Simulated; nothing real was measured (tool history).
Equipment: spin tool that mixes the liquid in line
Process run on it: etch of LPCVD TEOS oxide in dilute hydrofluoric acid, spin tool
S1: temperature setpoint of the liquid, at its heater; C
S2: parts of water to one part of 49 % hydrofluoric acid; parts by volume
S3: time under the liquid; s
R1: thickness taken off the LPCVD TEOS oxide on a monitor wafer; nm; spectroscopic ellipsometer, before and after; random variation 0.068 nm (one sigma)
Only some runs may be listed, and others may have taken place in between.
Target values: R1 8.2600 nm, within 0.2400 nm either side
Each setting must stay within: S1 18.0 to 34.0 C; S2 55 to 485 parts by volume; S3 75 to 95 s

run 1 hour=0.0 | S1=26.0 S2=270 S3=95 | R1=5.9564
run 2 hour=7.1 | S1=26.0 S2=190 S3=95 | R1=9.2050
run 3 hour=8.9 | S1=26.0 S2=125 S3=95 | R1=15.0430
run 4 hour=14.0 | S1=24.5 S2=125 S3=95 | R1=14.2270
run 5 hour=22.3 | S1=24.5 S2=125 S3=95 | R1=14.4390
run 6 hour=23.8 | S1=24.5 S2=125 S3=75 | R1=11.2910
-- hour=31.5 thermometer replaced
run 7 hour=31.5 | S1=24.0 S2=125 S3=75 | R1=10.6060
run 8 hour=38.8 | S1=23.5 S2=125 S3=75 | R1=10.4750
run 9 hour=41.5 | S1=23.0 S2=125 S3=75 | R1=10.1590
run 10 hour=46.0 | S1=19.0 S2=135 S3=75 | R1=7.9271

Of the 4 settings listed for the next run, only one would bring every result within its allowed miss of target. Which one?
run A hour=50.5 | S1=24.5 S2=165 S3=75 | R1=?
run B hour=50.5 | S1=19.0 S2=165 S3=90 | R1=?
run C hour=50.5 | S1=18.5 S2=120 S3=75 | R1=?
run D hour=50.5 | S1=19.0 S2=130 S3=75 | R1=?

move=A R1=7.8462
move=B R1=7.6090
move=C R1=8.9457
move=D R1=8.3405
A: further off than the last run
B: further off than the last run
C: takes the biggest miss from the last run beyond its target
D: hits every target within its allowed miss
D is the move that brings every result within its allowed miss.

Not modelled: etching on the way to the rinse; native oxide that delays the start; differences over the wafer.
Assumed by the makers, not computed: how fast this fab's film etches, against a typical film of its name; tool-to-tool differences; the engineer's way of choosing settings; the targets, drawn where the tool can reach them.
